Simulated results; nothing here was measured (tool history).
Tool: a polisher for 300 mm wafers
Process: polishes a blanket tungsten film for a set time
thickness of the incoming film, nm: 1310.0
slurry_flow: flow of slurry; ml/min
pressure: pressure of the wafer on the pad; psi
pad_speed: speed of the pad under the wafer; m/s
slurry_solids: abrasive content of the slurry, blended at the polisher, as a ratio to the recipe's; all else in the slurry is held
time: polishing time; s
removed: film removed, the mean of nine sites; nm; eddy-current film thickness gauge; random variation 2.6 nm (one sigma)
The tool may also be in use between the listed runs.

{"run": 1, "hour": 0.0, "slurry_flow": 270, "pressure": 4.7, "pad_speed": 1.02, "slurry_solids": 1.0, "time": 73, "removed": 407.33}
{"run": 2, "hour": 8.3, "slurry_flow": 270, "pressure": 4.4, "pad_speed": 1.0, "slurry_solids": 1.0, "time": 73, "removed": 374.62}
{"run": 3, "hour": 11.3, "slurry_flow": 270, "pressure": 4.4, "pad_speed": 0.8, "slurry_solids": 1.0, "time": 73, "removed": 313.54}
{"run": 4, "hour": 12.4, "slurry_flow": 270, "pressure": 4.4, "pad_speed": 0.8, "slurry_solids": 1.15, "time": 73, "removed": 316.69}
{"run": 5, "hour": 18.3, "slurry_flow": 270, "pressure": 4.2, "pad_speed": 0.8, "slurry_solids": 1.15, "time": 73, "removed": 312.5}
{"run": 6, "hour": 25.0, "slurry_flow": 270, "pressure": 4.0, "pad_speed": 0.78, "slurry_solids": 1.15, "time": 73, "removed": 283.8}
{"run": 7, "hour": 26.2, "slurry_flow": 270, "pressure": 3.8, "pad_speed": 0.78, "slurry_solids": 1.15, "time": 73, "removed": 280.73}
{"run": 8, "hour": 27.8, "slurry_flow": 270, "pressure": 3.6, "pad_speed": 0.78, "slurry_solids": 1.15, "time": 73, "removed": 275.03}
{"run": 9, "hour": 35.5, "slurry_flow": 270, "pressure": 3.4, "pad_speed": 0.76, "slurry_solids": 1.15, "time": 73, "removed": 253.5}
{"run": 10, "hour": 43.5, "slurry_flow": 270, "pressure": 3.3, "pad_speed": 0.76, "slurry_solids": 1.15, "time": 73, "removed": 246.64}
{"run": 11, "hour": 44.8, "slurry_flow": 270, "pressure": 2.2, "pad_speed": 0.74, "slurry_solids": 1.15, "time": 73, "removed": 188.25}

The next listed run, before its measurement:
{"run": 12, "hour": 47.6, "slurry_flow": 270, "pressure": 2.3, "pad_speed": 0.74, "slurry_solids": 1.15, "time": 73, "removed": "?"}

{"run 12": {"removed": 189.91}}
